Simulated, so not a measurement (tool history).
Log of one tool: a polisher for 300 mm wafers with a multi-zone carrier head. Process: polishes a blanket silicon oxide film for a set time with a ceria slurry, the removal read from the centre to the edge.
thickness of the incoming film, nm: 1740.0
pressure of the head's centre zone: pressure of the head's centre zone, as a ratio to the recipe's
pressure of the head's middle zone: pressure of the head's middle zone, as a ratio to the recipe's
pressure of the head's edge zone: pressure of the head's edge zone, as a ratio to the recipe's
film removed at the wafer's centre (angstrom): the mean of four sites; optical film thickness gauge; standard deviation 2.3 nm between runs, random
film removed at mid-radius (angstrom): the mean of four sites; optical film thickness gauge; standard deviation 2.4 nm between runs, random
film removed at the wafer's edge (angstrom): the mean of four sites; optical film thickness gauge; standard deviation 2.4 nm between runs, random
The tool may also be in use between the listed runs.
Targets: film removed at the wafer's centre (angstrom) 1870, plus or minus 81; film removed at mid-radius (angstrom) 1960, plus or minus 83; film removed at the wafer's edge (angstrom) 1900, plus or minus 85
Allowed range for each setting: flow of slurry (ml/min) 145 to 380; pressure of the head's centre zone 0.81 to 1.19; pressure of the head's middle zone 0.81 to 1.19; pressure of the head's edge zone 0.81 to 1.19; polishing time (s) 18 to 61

run,hour,flow of slurry (ml/min),pressure of the head's centre zone,pressure of the head's middle zone,pressure of the head's edge zone,polishing time (s),film removed at the wafer's centre (angstrom),film removed at mid-radius (angstrom),film removed at the wafer's edge (angstrom)
1,0,245,1,1,1,39,2278.1,2258.6,2220
2,2.2,245,1,1,1,48,2822.9,2796.3,2763.1
3,6.8,245,1,1,1,53,3128.8,3022.9,3128.4
4,8,245,1,0.97,1,53,3174.4,3027.4,3137.9
5,16.7,240,0.98,0.96,0.98,49,2848.8,2706.2,2848.9
6,18.9,240,0.98,1.01,0.98,49,2922.1,2888.5,2800.3
7,21.5,240,0.97,1,0.98,45,2606.4,2574.8,2589.1
8,26.3,240,0.96,1.01,0.98,42,2394.6,2477.5,2457.6
9,31.7,240,0.96,1.01,0.98,39,2238.4,2240.3,2247.1
10,40.3,240,0.95,1.02,0.98,37,2035.1,2204.6,2111.2
11,44.8,240,0.95,1.01,0.97,36,2055.6,2092.1,2075.9
12,49.8,240,0.95,1.01,0.97,35,1961.2,1975.9,2006.1
13,53.3,240,0.95,1.02,0.96,35,1972.7,2056.9,1984.5
14,61.7,240,0.94,1.02,0.95,35,1941.2,2022.7,1986.6
15,68.8,240,0.94,1.02,0.94,35,1962.5,2080.5,1976.7
16,76.7,240,0.94,1.01,0.93,35,1943.4,1997.8,1950.6

Pick the move, out of 5, that brings all results within their allowed miss; only one does.
A,84.6,265,0.88,1,0.81,36,?,?,?
B,84.6,235,0.92,0.99,0.89,35,?,?,?
C,84.6,205,1.03,1.04,0.99,34,?,?,?
D,84.6,260,1.01,1.17,0.94,33,?,?,?
E,84.6,270,0.92,0.9,0.81,37,?,?,?

move,film removed at the wafer's centre (angstrom),film removed at mid-radius (angstrom),film removed at the wafer's edge (angstrom)
A,1914.6,2136.3,1912.7
B,1915.7,2033.1,1921.4
C,2039.8,2025.6,1937.7
D,2002.1,2233.2,1868.3
E,2056.4,2013.6,1971.2
A: the furthest-off result lands on target, but another misses its tolerance
B: all results in spec
C: further off than the last run
D: further off than the last run
E: further off than the last run
The move that meets every target is B.
